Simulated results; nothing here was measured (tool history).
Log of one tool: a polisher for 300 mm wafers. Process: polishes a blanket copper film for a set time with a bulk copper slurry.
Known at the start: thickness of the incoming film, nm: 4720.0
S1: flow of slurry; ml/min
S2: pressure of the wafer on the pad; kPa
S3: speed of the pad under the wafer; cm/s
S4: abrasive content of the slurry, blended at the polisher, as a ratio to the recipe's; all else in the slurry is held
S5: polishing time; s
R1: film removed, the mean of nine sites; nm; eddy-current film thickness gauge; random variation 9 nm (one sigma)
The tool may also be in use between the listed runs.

run    day   S1    S2   S3   S4   S5      R1
  1  0.000  245  17.2  126  1.0  101  883.21
  2  0.188  250  17.9  126  1.0  101  928.19
  3  0.538  250  17.9  126  1.0  106  969.02
  4  0.596  250  15.2  126  1.0  106  826.85
  5  0.942  250  16.5  126  1.0  106  896.56
  6  0.971  250  16.5  126  1.0  106  891.72
  7  1.125  250  17.2  126  1.0  106  933.78

The next listed run, before its measurement:
  8  1.450  250  17.9  126  1.0  106   ?

Run 8 gave R1 977.35 nm.
